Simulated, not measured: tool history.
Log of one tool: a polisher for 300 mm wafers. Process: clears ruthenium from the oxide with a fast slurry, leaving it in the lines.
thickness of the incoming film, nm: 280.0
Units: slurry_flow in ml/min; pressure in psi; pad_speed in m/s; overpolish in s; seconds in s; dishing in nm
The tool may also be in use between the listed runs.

run,hour,slurry_flow,pressure,pad_speed,slurry_solids,overpolish,seconds,dishing
1,0,240,1.9,1.04,1,11,123.24,21.357
2,7.9,240,1.8,1.04,1,13,131.14,24.933
3,9.8,240,1.8,1.04,1,14,133.66,27.436
4,16.1,180,1.8,1.04,1,14,132.48,25.382
5,21,180,1.6,1.04,1,14,144.51,22.634
# hour 24.4: slurry blender recalibrated
6,24.4,180,1.6,1.04,0.8,14,132.99,24.659
7,27.9,185,1.6,1.04,0.8,15,135.04,25.799

Forecast run 8:
8,33.7,185,1.6,1.04,0.8,15,?,?

seconds: 134.85 s
dishing: 26.631 nm
